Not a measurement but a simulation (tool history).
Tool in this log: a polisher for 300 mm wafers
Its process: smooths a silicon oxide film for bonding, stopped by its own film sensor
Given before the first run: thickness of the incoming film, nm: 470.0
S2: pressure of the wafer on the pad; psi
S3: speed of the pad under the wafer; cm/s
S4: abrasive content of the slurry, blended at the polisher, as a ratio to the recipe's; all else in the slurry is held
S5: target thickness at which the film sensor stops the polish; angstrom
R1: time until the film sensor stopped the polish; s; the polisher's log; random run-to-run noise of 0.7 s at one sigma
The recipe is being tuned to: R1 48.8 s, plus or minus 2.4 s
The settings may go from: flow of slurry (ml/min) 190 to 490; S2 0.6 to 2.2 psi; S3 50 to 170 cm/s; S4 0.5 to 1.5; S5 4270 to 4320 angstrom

Run 1, day 0: flow of slurry (ml/min) 315, S2 1.4 psi, S3 110 cm/s, S4 1, S5 4270 angstrom. Result: R1 72.99 s.
Run 2, day 0.317: flow of slurry (ml/min) 315, S2 1.4 psi, S3 110 cm/s, S4 0.9, S5 4270 angstrom. Result: R1 75.186 s.
Run 3, day 0.65: flow of slurry (ml/min) 315, S2 1.5 psi, S3 112 cm/s, S4 0.9, S5 4270 angstrom. Result: R1 68.747 s.
Run 4, day 0.746: flow of slurry (ml/min) 315, S2 1.5 psi, S3 122 cm/s, S4 0.9, S5 4270 angstrom. Result: R1 66.404 s.
Run 5, day 0.921: flow of slurry (ml/min) 390, S2 1.5 psi, S3 122 cm/s, S4 0.9, S5 4270 angstrom. Result: R1 65.85 s.
Run 6, day 1.05: flow of slurry (ml/min) 390, S2 1.5 psi, S3 122 cm/s, S4 0.9, S5 4270 angstrom. Result: R1 65.502 s.
Run 7, day 1.175: flow of slurry (ml/min) 390, S2 1.6 psi, S3 124 cm/s, S4 0.9, S5 4270 angstrom. Result: R1 60.776 s.
Run 8, day 1.429: flow of slurry (ml/min) 390, S2 1.7 psi, S3 124 cm/s, S4 0.9, S5 4270 angstrom. Result: R1 55.912 s.
Run 9, day 1.729: flow of slurry (ml/min) 390, S2 1.8 psi, S3 124 cm/s, S4 0.9, S5 4270 angstrom. Result: R1 54.008 s.

Below are 4 possible settings for the next run. Only one of them brings all results inside the allowed miss of their targets. Which is it?
Run A, day 2.029: flow of slurry (ml/min) 365, S2 2 psi, S3 110 cm/s, S4 0.95, S5 4290 angstrom. Result: R1 ?.
Run B, day 2.029: flow of slurry (ml/min) 445, S2 1.5 psi, S3 124 cm/s, S4 1, S5 4310 angstrom. Result: R1 ?.
Run C, day 2.029: flow of slurry (ml/min) 375, S2 1.8 psi, S3 122 cm/s, S4 0.9, S5 4270 angstrom. Result: R1 ?.
Run D, day 2.029: flow of slurry (ml/min) 300, S2 1.7 psi, S3 134 cm/s, S4 0.9, S5 4280 angstrom. Result: R1 ?.

move      R1
   A  49.015
   B  54.387
   C  54.577
   D  53.542
A: every result within its allowed miss
B: further off than the last run
C: further off than the last run
D: closes in on the targets versus the last run, not all within tolerance yet
Correct choice: A, which meets every target

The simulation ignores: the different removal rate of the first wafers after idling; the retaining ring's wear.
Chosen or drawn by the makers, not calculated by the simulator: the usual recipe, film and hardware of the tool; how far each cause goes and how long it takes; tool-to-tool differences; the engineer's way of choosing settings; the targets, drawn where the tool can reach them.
